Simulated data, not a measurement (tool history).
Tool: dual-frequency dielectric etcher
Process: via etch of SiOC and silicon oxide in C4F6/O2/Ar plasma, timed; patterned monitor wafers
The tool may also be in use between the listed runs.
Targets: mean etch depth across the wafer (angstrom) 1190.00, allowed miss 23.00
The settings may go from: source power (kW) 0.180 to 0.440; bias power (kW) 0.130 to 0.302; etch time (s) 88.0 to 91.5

run  hour  source power (kW)  bias power (kW)  etch time (s)  mean etch depth across the wafer (angstrom)
  1   0.0              0.310            0.216           88.0                                       970.22
  2   6.6              0.260            0.216           88.0                                       893.19
  3  15.2              0.260            0.185           88.0                                       862.14
  4  16.0              0.310            0.199           88.5                                       953.37
  5  23.6              0.350            0.207           88.5                                      1033.50
  6  28.9              0.370            0.210           88.5                                      1064.40
  7  33.5              0.390            0.213           88.5                                      1088.50
  8  39.7              0.400            0.218           88.5                                      1120.70
     48.0  -- bias power generator calibrated
  9  48.0              0.410            0.220           88.5                                      1144.50
 10  52.3              0.420            0.221           88.5                                      1151.30

5 next moves are on the table. One of them brings every result within its allowed miss. Which?
  A  56.6              0.390            0.209           88.5                                            ?
  B  56.6              0.440            0.188           88.0                                            ?
  C  56.6              0.420            0.250           88.5                                            ?
  D  56.6              0.400            0.250           88.0                                            ?
  E  56.6              0.430            0.217           88.0                                            ?

move  mean etch depth across the wafer (angstrom)
   A                                      1092.20
   B                                      1117.60
   C                                      1186.30
   D                                      1153.50
   E                                      1147.40
A: further off than the last run
B: further off than the last run
C: meets every target
D: nearer than the last run, and not there yet
E: further off than the last run
Answer: C
